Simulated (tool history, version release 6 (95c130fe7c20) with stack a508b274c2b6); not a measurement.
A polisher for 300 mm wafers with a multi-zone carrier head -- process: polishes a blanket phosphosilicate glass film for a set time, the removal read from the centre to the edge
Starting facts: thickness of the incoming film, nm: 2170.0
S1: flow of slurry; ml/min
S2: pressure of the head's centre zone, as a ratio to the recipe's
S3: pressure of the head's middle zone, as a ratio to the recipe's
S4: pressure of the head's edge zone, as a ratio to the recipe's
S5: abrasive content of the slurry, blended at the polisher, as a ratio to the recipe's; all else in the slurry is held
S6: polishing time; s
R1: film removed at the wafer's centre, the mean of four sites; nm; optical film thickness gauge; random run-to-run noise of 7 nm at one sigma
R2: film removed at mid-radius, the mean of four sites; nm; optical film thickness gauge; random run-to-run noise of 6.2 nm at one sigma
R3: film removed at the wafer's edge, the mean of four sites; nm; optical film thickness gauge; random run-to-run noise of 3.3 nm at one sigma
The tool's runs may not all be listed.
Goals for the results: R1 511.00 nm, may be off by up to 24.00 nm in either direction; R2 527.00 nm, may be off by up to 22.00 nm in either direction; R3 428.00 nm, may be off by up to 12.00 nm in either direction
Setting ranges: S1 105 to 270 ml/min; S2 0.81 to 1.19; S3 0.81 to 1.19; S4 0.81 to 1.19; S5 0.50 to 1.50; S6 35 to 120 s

run  hour   S1    S2    S3    S4    S5  S6      R1      R2      R3
  1   0.0  175  1.00  1.00  1.00  1.00  77  733.39  743.90  718.77
  2   6.5  175  1.00  1.00  1.00  1.10  77  758.19  790.40  748.15
  3  11.4  175  1.00  1.00  0.94  1.10  77  778.19  769.31  736.45
  4  18.2  180  1.00  1.03  0.92  1.00  74  702.94  741.85  673.79
  5  23.6  180  1.00  1.03  0.97  1.00  74  709.72  749.12  689.69
  6  27.7  180  1.02  1.05  0.95  0.90  71  681.60  699.20  636.94
  7  35.7  185  1.03  1.07  0.93  0.85  68  642.52  678.81  586.04
  8  42.8  185  1.04  1.07  0.92  0.80  66  622.73  641.79  562.43
  9  46.7  185  1.05  1.08  0.91  0.75  65  593.76  614.90  537.58
 10  48.3  185  1.05  1.08  0.91  0.75  65  607.43  627.22  552.75
 11  49.6  190  1.06  1.09  0.90  0.70  63  584.25  586.79  520.85
 12  55.2  185  1.07  1.10  0.88  0.65  62  551.79  567.27  485.34
 13  56.3  175  1.08  1.10  0.87  0.65  62  570.23  572.67  479.72
 14  60.2  170  1.07  1.09  0.86  0.65  62  553.09  558.19  475.96
 15  67.1  165  1.07  1.09  0.85  0.65  62  539.72  552.28  477.77
 16  71.6  160  1.08  1.10  0.84  0.65  62  550.65  549.39  469.30
 17  75.6  155  1.08  1.11  0.83  0.65  62  550.05  556.13  464.13
 18  81.3  150  1.08  1.11  0.83  0.65  62  529.72  541.77  463.80
 19  87.5  145  1.12  1.17  0.81  0.50  61  498.14  513.58  415.16

Consider the 4 candidate settings below. Which is the only one whose results all fall within their allowed miss of target?
  A  93.7  125  1.08  1.05  0.91  0.50  63   ?   ?   ?
  B  93.7  155  1.10  1.17  0.84  0.50  57   ?   ?   ?
  C  93.7  140  1.11  1.15  0.81  0.50  63   ?   ?   ?
  D  93.7  130  1.19  1.16  0.88  0.50  59   ?   ?   ?

move      R1      R2      R3
   A  484.87  485.73  445.29
   B  472.49  501.05  404.75
   C  512.98  534.54  434.55
   D  499.51  494.59  414.20
A: takes the biggest miss from the last run beyond its target
B: further off than the last run
C: every result lands within tolerance
D: further off than the last run
The move that meets every target is C.
